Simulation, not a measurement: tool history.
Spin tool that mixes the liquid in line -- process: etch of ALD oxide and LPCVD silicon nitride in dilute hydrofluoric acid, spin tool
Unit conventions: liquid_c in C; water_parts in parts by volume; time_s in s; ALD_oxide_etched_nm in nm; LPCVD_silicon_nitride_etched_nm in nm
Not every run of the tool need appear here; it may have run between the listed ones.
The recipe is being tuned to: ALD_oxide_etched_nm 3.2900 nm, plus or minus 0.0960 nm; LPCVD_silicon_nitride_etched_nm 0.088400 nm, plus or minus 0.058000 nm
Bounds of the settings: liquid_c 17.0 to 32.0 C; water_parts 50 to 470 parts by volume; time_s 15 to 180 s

run	hour	liquid_c	water_parts	time_s	ALD_oxide_etched_nm	LPCVD_silicon_nitride_etched_nm
1	0.0	24.0	260	90	7.3236	0.141940
2	0.8	22.5	300	90	5.9183	0.206010
3	7.7	22.5	260	90	7.0700	0.177350
4	15.9	22.5	340	90	4.9459	0.131520
5	18.8	22.0	365	90	4.4210	0.137270
6	27.4	21.5	385	90	4.0807	0.134290
7	28.8	21.5	400	90	3.8505	0.123950
8	37.6	21.0	410	90	3.7118	0.078203
9	45.2	21.5	420	90	3.6258	0.114090
10	53.8	20.5	420	90	3.4641	0.095126
11	59.1	20.0	420	90	3.5050	0.095627
12	60.6	20.0	420	90	3.4599	0.122610
13	61.7	20.5	425	90	3.4959	0.105710
14	64.1	20.0	425	90	3.3923	0.114160
15	71.5	20.5	430	90	3.4334	0.075447

Below are 4 possible settings for the next run. Only one of them brings all results inside the allowed miss of their targets. Which is it?
A	78.9	17.5	265	55	?	?
B	78.9	21.0	430	90	?	?
C	78.9	19.0	410	85	?	?
D	78.9	23.0	435	85	?	?

move	ALD_oxide_etched_nm	LPCVD_silicon_nitride_etched_nm
A	3.4791	0.050998
B	3.4608	0.065399
C	3.2529	0.057195
D	3.4384	0.068839
A: its largest miss is bigger than the last run's
B: its largest miss is bigger than the last run's
C: every result within its allowed miss
D: neither nearer nor further off than the last run
The right move is C.

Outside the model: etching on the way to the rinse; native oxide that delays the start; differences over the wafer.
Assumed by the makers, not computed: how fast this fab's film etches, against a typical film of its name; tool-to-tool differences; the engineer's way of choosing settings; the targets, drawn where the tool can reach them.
